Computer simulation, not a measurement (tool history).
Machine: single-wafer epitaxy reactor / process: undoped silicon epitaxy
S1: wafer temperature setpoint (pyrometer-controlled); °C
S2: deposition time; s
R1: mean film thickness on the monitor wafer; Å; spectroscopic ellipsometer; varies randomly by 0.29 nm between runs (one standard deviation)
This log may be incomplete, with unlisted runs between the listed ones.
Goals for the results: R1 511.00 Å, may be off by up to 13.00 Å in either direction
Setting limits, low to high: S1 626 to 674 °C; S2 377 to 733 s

run	hour	S1	S2	R1
1	0.0	650	555	764.01
2	4.5	645	553	666.48
3	6.0	645	616	748.41
4	7.8	645	553	671.54
5	13.2	653	553	827.30
6	20.4	653	524	781.39
7	23.4	648	523	692.62
8	27.9	645	522	640.77
9	29.0	642	521	583.23
10	32.9	641	521	572.91
11	40.6	640	521	558.77
12	42.2	639	521	541.78
13	50.9	638	521	528.11

Next run, 4 choices. One meets every target within its allowed miss, the rest don't. Which?
A	59.6	642	458	?
B	59.6	640	513	?
C	59.6	640	501	?
D	59.6	639	537	?

move	R1
A	519.06
B	552.26
C	539.34
D	563.37
A: every result within its allowed miss
B: misses by more than the last run did
C: misses by more than the last run did
D: misses by more than the last run did
The move that meets every target is A.
